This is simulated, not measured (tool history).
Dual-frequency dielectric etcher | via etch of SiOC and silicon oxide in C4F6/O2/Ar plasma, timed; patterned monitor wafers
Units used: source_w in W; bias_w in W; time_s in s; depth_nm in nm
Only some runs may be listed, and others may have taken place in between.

run,hour,source_w,bias_w,time_s,depth_nm
1,0,390,223,35.5,39.454
2,1.4,390,223,32.5,36.133
3,7.3,410,228,32.5,36.816
4,9.8,410,228,35.5,40.244
5,10.3,410,253,35.5,41.53
6,18.5,420,254,35.5,42.154

For run 7, what comes out?
7,24.9,430,255,35.5,?

Run 7 measured depth_nm 41.884 nm.

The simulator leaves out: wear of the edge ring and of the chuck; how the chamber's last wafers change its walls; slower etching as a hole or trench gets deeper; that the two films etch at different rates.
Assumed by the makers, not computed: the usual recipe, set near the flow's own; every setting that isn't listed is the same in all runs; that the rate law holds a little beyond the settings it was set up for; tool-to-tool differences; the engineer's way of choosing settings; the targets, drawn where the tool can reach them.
